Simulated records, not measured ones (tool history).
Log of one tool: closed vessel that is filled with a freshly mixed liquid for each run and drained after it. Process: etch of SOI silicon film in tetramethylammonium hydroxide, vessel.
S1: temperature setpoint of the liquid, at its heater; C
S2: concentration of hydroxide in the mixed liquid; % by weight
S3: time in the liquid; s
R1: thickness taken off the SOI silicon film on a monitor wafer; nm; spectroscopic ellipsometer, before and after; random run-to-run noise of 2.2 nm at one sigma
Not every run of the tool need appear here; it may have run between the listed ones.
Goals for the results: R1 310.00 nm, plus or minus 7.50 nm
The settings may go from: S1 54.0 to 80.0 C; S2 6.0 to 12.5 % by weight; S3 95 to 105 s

{"run": 1, "hour": 0.0, "S1": 67.0, "S2": 8.5, "S3": 95, "R1": 648.94}
{"run": 2, "hour": 3.7, "S1": 62.0, "S2": 8.5, "S3": 95, "R1": 485.25}
{"run": 3, "hour": 7.4, "S1": 56.5, "S2": 8.5, "S3": 95, "R1": 339.41}
{"run": 4, "hour": 13.7, "S1": 62.0, "S2": 8.5, "S3": 95, "R1": 478.83}
{"run": 5, "hour": 17.1, "S1": 62.0, "S2": 8.5, "S3": 105, "R1": 532.91}
{"run": 6, "hour": 22.9, "S1": 59.5, "S2": 9.0, "S3": 105, "R1": 445.34}
{"run": 7, "hour": 26.4, "S1": 59.5, "S2": 9.0, "S3": 105, "R1": 444.9}
{"run": 8, "hour": 29.4, "S1": 58.0, "S2": 9.0, "S3": 105, "R1": 408.39}
{"run": 9, "hour": 35.6, "S1": 57.0, "S2": 9.0, "S3": 105, "R1": 379.25}
{"run": 10, "hour": 43.8, "S1": 56.0, "S2": 9.0, "S3": 105, "R1": 352.99}
{"run": 11, "hour": 51.7, "S1": 55.5, "S2": 9.0, "S3": 105, "R1": 346.33}

Next run, 5 choices. One meets every target within its allowed miss, the rest don't. Which?
{"run": "A", "hour": 59.6, "S1": 59.5, "S2": 10.5, "S3": 95, "R1": "?"}
{"run": "B", "hour": 59.6, "S1": 55.0, "S2": 9.5, "S3": 100, "R1": "?"}
{"run": "C", "hour": 59.6, "S1": 58.0, "S2": 8.5, "S3": 105, "R1": "?"}
{"run": "D", "hour": 59.6, "S1": 55.0, "S2": 9.5, "S3": 105, "R1": "?"}
{"run": "E", "hour": 59.6, "S1": 57.0, "S2": 8.0, "S3": 105, "R1": "?"}

move=A R1=380.34
move=B R1=311.73
move=C R1=413.06
move=D R1=327.32
move=E R1=395.26
A: moves away from the targets compared with the last run
B: each result inside its tolerance
C: moves away from the targets compared with the last run
D: nearer than the last run, and not there yet
E: moves away from the targets compared with the last run
B is the move that brings every result within its allowed miss.
